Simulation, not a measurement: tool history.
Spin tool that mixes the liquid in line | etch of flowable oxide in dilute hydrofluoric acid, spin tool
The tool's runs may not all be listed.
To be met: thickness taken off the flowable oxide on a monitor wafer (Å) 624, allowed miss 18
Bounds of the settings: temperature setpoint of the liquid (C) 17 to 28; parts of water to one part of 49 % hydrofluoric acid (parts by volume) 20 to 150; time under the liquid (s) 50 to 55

run  hour  temperature setpoint of the liquid (C)  parts of water to one part of 49 % hydrofluoric acid (parts by volume)  time under the liquid (s)  thickness taken off the flowable oxide on a monitor wafer (Å)
  1     0                                      20                                                                      85                         50                                                         285.35
  2     8                                    22.5                                                                      75                         50                                                         364.17
  3  11.8                                      24                                                                      65                         50                                                         454.13
  4  16.3                                    25.5                                                                      60                         50                                                         519.71
  5  18.3                                    26.5                                                                      60                         50                                                         534.29
  6  20.2                                      27                                                                      60                         50                                                         552.06
  7  21.9                                    27.5                                                                      60                         50                                                         558.31
  8  23.6                                      28                                                                      50                         50                                                         697.73
  9    30                                      28                                                                      50                         50                                                         701.84
 10  36.3                                      27                                                                      50                         50                                                         669.66
 11    43                                    26.5                                                                      50                         50                                                         662.65

5 next moves are on the table. One of them brings every result within its allowed miss. Which?
  A  49.7                                      25                                                                      55                         55                                                              ?
  B  49.7                                      28                                                                      50                         50                                                              ?
  C  49.7                                    25.5                                                                      45                         50                                                              ?
  D  49.7                                    24.5                                                                      45                         50                                                              ?
  E  49.7                                    23.5                                                                      45                         55                                                              ?

move  thickness taken off the flowable oxide on a monitor wafer (Å)
   A                                                         621.05
   B                                                         705.72
   C                                                         713.95
   D                                                         685.27
   E                                                         723.29
A: meets every target
B: further off than the last run
C: further off than the last run
D: further off than the last run
E: further off than the last run
Move A is the one to make.

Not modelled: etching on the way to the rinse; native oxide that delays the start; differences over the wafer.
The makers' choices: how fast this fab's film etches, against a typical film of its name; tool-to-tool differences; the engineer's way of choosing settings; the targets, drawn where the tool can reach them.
